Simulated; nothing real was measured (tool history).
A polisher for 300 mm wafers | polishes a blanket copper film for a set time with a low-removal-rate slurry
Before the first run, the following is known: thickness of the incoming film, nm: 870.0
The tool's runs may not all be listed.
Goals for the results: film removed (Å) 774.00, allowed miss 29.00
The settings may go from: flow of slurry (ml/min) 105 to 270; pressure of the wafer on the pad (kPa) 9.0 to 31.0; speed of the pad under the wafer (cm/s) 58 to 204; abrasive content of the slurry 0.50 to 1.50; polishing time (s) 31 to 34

run    day  flow of slurry (ml/min)  pressure of the wafer on the pad (kPa)  speed of the pad under the wafer (cm/s)  abrasive content of the slurry  polishing time (s)  film removed (Å)
  1  0.000                      175                                    20.0                                      130                            1.00                  34           1161.90
  2  0.083                      175                                    19.3                                      130                            1.00                  34           1127.00
  3  0.117                      175                                    18.6                                      130                            1.00                  34           1078.20
  4  0.350                      175                                    17.9                                      130                            1.00                  34           1053.40
  5  0.512                      175                                    17.2                                      130                            1.00                  34           1001.60
  6  0.688                      175                                    16.5                                      130                            1.00                  34            979.92
  7  1.046                      175                                    15.9                                      130                            1.00                  34            928.85
  8  1.350                      175                                    15.2                                      130                            1.00                  34            882.76
  9  1.642                      170                                    13.8                                      130                            1.00                  34            793.42

Below are 4 possible settings for the next run. Only one of them brings all results inside the allowed miss of their targets. Which is it?
  A  1.933                      175                                    15.9                                      112                            1.05                  32                 ?
  B  1.933                      195                                    15.2                                      122                            0.80                  34                 ?
  C  1.933                      195                                    11.7                                      132                            1.15                  33                 ?
  D  1.933                      160                                    13.1                                      148                            0.90                  34                 ?

move  film removed (Å)
   A            795.81
   B            845.94
   C            737.05
   D            865.92
A: all results land within tolerance of their targets
B: misses by more than the last run did
C: pushes the last run's worst result past its target
D: misses by more than the last run did
Go with A: it meets all targets.
